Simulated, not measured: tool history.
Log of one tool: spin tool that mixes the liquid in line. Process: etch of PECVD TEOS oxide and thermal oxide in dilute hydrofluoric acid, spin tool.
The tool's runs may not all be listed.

| run | hour | temperature setpoint of the liquid (C) | parts of water to one part of 49 % hydrofluoric acid (parts by volume) | time under the liquid (s) | thickness taken off the PECVD TEOS oxide on a monitor wafer (angstrom) | thickness taken off the thermal oxide on a monitor wafer (angstrom) |
|---|---|---|---|---|---|---|
| 1 | 0.0 | 21.0 | 75 | 45 | 45.743 | 23.631 |
| 2 | 4.0 | 23.0 | 75 | 45 | 49.191 | 25.825 |
| 3 | 11.2 | 24.0 | 70 | 45 | 55.693 | 28.754 |
| 4 | 17.5 | 24.0 | 70 | 40 | 49.320 | 25.765 |
| 5 | 20.8 | 25.0 | 65 | 40 | 55.729 | 29.090 |
| 6 | 25.7 | 26.0 | 65 | 40 | 57.604 | 30.809 |
| 7 | 30.1 | 26.5 | 65 | 40 | 58.746 | 31.225 |
| 8 | 33.4 | 27.0 | 65 | 40 | 60.210 | 31.338 |
| 9 | 34.7 | 27.5 | 65 | 40 | 61.681 | 32.016 |
| 10 | 35.8 | 27.5 | 65 | 40 | 61.037 | 32.594 |
| 11 | 38.5 | 27.5 | 65 | 40 | 61.341 | 32.421 |

Run 12, settings as shown, results not yet in. Your forecast:
| 12 | 42.4 | 28.0 | 65 | 40 | ? | ? |

Run 12 yielded thickness taken off the PECVD TEOS oxide on a monitor wafer (angstrom) 62.482, thickness taken off the thermal oxide on a monitor wafer (angstrom) 32.767.
